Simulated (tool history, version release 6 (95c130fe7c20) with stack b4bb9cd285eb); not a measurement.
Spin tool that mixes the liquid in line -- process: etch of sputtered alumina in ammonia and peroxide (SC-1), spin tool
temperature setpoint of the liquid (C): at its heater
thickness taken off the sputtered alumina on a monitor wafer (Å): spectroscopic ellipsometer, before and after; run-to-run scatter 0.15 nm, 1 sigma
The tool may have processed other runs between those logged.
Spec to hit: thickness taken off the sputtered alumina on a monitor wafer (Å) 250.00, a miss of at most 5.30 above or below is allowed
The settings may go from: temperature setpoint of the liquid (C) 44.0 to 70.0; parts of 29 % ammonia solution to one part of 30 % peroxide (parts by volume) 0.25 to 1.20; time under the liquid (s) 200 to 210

run,hour,temperature setpoint of the liquid (C),parts of 29 % ammonia solution to one part of 30 % peroxide (parts by volume),time under the liquid (s),thickness taken off the sputtered alumina on a monitor wafer (Å)
1,0.0,60.0,0.95,200,167.91
2,4.7,60.0,0.75,200,163.31
3,6.8,54.0,0.75,200,120.45
4,9.4,51.0,0.75,200,103.01
5,16.8,53.5,0.75,200,115.60
6,20.6,53.5,0.75,210,123.22
7,28.2,57.5,0.75,210,150.07
8,32.0,60.5,0.75,210,176.62
9,37.5,62.5,0.75,210,195.78
10,44.4,68.0,0.75,210,258.03

Below are 5 possible settings for the next run. Only one of them brings all results inside the allowed miss of their targets. Which is it?
A,51.3,68.5,0.70,210,?
B,51.3,69.5,0.70,205,?
C,51.3,68.5,0.80,200,?
D,51.3,68.0,0.55,200,?
E,51.3,67.0,0.85,200,?

move,thickness taken off the sputtered alumina on a monitor wafer (Å)
A,260.10
B,266.47
C,250.85
D,236.33
E,234.51
A: lands further from the targets than the last run did
B: lands further from the targets than the last run did
C: all results in spec
D: carries the result that was furthest off beyond its target, to the other side
E: carries the result that was furthest off beyond its target, to the other side
Go with C: it meets all targets.
